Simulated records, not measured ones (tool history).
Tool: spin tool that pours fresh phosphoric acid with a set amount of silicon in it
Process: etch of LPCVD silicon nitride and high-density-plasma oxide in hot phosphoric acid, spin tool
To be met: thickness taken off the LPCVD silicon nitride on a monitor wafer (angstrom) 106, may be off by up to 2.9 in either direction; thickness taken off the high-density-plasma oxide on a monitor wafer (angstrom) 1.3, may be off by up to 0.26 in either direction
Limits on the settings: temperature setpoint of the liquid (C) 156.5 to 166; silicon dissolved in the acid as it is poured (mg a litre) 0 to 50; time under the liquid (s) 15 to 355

run  hour  temperature setpoint of the liquid (C)  silicon dissolved in the acid as it is poured (mg a litre)  time under the liquid (s)  thickness taken off the LPCVD silicon nitride on a monitor wafer (angstrom)  thickness taken off the high-density-plasma oxide on a monitor wafer (angstrom)
  1     0                                     161                                                          23                        180                                                                        147.1                                                                           5.2066
  2   1.8                                   159.5                                                          23                        180                                                                        140.4                                                                           4.5455
  3   5.6                                   159.5                                                          23                        225                                                                       174.64                                                                           5.7875
  4  14.6                                   159.5                                                          23                        170                                                                          132                                                                           4.1404
  5  19.4                                   159.5                                                          11                        170                                                                       131.96                                                                           5.4246
  6    25                                     158                                                          11                        170                                                                        126.5                                                                           5.9974
  7  26.6                                     159                                                          18                        160                                                                       122.06                                                                           4.2555
  8  28.2                                   158.5                                                          24                        160                                                                       120.18                                                                           3.6581
  9  33.2                                   156.5                                                          39                        145                                                                       101.73                                                                           1.5214
 10    35                                   156.5                                                          40                        145                                                                       101.61                                                                           1.4057
 11  42.8                                   156.5                                                          41                        145                                                                       102.42                                                                           1.3725
 12  45.3                                   156.5                                                        41.5                        145                                                                       102.95                                                                           1.1752
 13  48.8                                   156.5                                                        41.5                        145                                                                       101.89                                                                           1.2146

Exercise: of the 5 proposed moves below, exactly one satisfies all targets within the stated allowed misses. Which move is it?
  A  52.3                                   157.5                                                          39                        135                                                                            ?                                                                                ?
  B  52.3                                   158.5                                                          35                        135                                                                            ?                                                                                ?
  C  52.3                                     157                                                        40.5                        140                                                                            ?                                                                                ?
  D  52.3                                   156.5                                                          38                        135                                                                            ?                                                                                ?
  E  52.3                                   156.5                                                        40.5                        150                                                                            ?                                                                                ?

move  thickness taken off the LPCVD silicon nitride on a monitor wafer (angstrom)  thickness taken off the high-density-plasma oxide on a monitor wafer (angstrom)
   A                                                                       98.638                                                                           1.5078
   B                                                                       102.04                                                                           2.0311
   C                                                                       100.57                                                                           1.3649
   D                                                                       95.335                                                                           1.4861
   E                                                                       105.93                                                                           1.4084
A: moves away from the targets compared with the last run
B: moves away from the targets compared with the last run
C: moves away from the targets compared with the last run
D: moves away from the targets compared with the last run
E: meets every target
So the answer is move E, the one that meets all the targets.

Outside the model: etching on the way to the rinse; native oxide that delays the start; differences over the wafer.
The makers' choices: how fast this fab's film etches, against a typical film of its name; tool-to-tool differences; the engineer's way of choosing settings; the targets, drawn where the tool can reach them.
